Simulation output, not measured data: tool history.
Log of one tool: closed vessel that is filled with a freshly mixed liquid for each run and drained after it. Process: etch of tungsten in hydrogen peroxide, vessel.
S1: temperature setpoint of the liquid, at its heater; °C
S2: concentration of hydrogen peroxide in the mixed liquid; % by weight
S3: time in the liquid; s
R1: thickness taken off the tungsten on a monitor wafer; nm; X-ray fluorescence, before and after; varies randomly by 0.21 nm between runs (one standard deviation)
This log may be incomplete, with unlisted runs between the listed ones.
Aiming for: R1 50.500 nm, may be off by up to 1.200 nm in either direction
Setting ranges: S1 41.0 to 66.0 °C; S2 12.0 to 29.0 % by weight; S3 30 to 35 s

{"run": 1, "hour": 0.0, "S1": 57.0, "S2": 19.5, "S3": 35, "R1": 69.392}
{"run": 2, "hour": 8.8, "S1": 57.0, "S2": 19.5, "S3": 35, "R1": 69.026}
{"run": 3, "hour": 16.4, "S1": 55.5, "S2": 19.5, "S3": 35, "R1": 63.02}
{"run": 4, "hour": 17.2, "S1": 54.5, "S2": 19.5, "S3": 35, "R1": 59.598}
{"run": 5, "hour": 19.0, "S1": 54.5, "S2": 22.5, "S3": 35, "R1": 63.736}
{"run": 6, "hour": 25.9, "S1": 53.5, "S2": 22.5, "S3": 35, "R1": 60.246}
{"run": 7, "hour": 26.8, "S1": 52.5, "S2": 22.5, "S3": 35, "R1": 56.673}
{"run": 8, "hour": 31.8, "S1": 52.0, "S2": 22.5, "S3": 35, "R1": 55.147}
{"hour": 40.4, "done": "thermometer replaced"}
{"run": 9, "hour": 40.4, "S1": 50.0, "S2": 22.5, "S3": 35, "R1": 54.903}

4 candidate next runs follow, results not yet known. Just one meets every target within its allowed miss. Identify it.
{"run": "A", "hour": 49.0, "S1": 49.0, "S2": 23.5, "S3": 35, "R1": "?"}
{"run": "B", "hour": 49.0, "S1": 53.0, "S2": 17.0, "S3": 35, "R1": "?"}
{"run": "C", "hour": 49.0, "S1": 52.0, "S2": 21.5, "S3": 35, "R1": "?"}
{"run": "D", "hour": 49.0, "S1": 49.5, "S2": 20.0, "S3": 35, "R1": "?"}

move=A R1=52.930
move=B R1=57.401
move=C R1=60.783
move=D R1=50.352
A: nearer than the last run, and not there yet
B: further off than the last run
C: further off than the last run
D: each result inside its tolerance
D meets every target.
